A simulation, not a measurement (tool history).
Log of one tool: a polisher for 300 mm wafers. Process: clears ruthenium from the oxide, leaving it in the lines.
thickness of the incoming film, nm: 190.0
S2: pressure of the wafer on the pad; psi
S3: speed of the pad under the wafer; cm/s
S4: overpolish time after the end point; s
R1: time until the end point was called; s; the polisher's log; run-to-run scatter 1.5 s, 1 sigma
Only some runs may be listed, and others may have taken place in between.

Run 1, hour 0: flow of slurry (ml/min) 255, S2 2.5 psi, S3 110 cm/s, S4 16 s. Result: R1 110.93 s.
Run 2, hour 3.8: flow of slurry (ml/min) 205, S2 2.5 psi, S3 110 cm/s, S4 16 s. Result: R1 111.94 s.
Run 3, hour 5.9: flow of slurry (ml/min) 180, S2 2.5 psi, S3 110 cm/s, S4 16 s. Result: R1 110.34 s.
Run 4, hour 14.4: flow of slurry (ml/min) 180, S2 2.5 psi, S3 100 cm/s, S4 16 s. Result: R1 117.27 s.
Run 5, hour 17.6: flow of slurry (ml/min) 155, S2 2.5 psi, S3 100 cm/s, S4 16 s. Result: R1 123.2 s.
Run 6, hour 19.8: flow of slurry (ml/min) 155, S2 2.5 psi, S3 100 cm/s, S4 17 s. Result: R1 128.44 s.
Run 7, hour 28: flow of slurry (ml/min) 155, S2 2.7 psi, S3 102 cm/s, S4 17 s. Result: R1 116.54 s.
Run 8, hour 34.8: flow of slurry (ml/min) 155, S2 2.7 psi, S3 102 cm/s, S4 17 s. Result: R1 117.19 s.
Run 9, hour 40.2: flow of slurry (ml/min) 155, S2 2.9 psi, S3 104 cm/s, S4 17 s. Result: R1 104.78 s.
Run 10, hour 45.9: flow of slurry (ml/min) 155, S2 3 psi, S3 104 cm/s, S4 17 s. Result: R1 102.76 s.
Run 11, hour 51.6: flow of slurry (ml/min) 155, S2 3.1 psi, S3 104 cm/s, S4 17 s. Result: R1 102.53 s.

What will run 12 give?
Run 12, hour 60.3: flow of slurry (ml/min) 155, S2 3.2 psi, S3 104 cm/s, S4 17 s. Result: R1 ?.

Run 12 measured R1 96.228 s.

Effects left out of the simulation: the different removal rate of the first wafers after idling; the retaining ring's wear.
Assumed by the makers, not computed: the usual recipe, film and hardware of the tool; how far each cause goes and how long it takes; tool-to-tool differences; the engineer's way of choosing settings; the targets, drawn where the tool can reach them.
